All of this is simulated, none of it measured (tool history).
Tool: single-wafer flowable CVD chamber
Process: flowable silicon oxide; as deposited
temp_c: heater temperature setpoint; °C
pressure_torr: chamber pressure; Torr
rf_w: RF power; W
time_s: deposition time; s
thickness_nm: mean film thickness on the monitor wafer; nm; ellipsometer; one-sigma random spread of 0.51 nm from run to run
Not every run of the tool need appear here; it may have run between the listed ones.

run,hour,temp_c,pressure_torr,rf_w,time_s,thickness_nm
1,0.0,95,0.779,2130,290,234.17
2,2.4,97,0.778,2130,290,220.88
3,3.5,97,0.778,2130,275,209.76
4,6.0,97,0.665,2130,275,185.93
5,10.3,98,0.665,2130,275,179.79
6,14.5,98,0.665,2130,290,189.33
7,23.1,99,0.665,2130,290,184.29
8,30.7,108,0.663,2130,290,141.66
# hour 38.8: thermocouple changed; heater temperature recalibrated
9,38.8,107,0.663,2130,290,123.43

Run 10 has not been measured yet. What should we expect?
10,45.6,106,0.663,2130,290,?

{"run 10": {"thickness_nm": 126.32}}
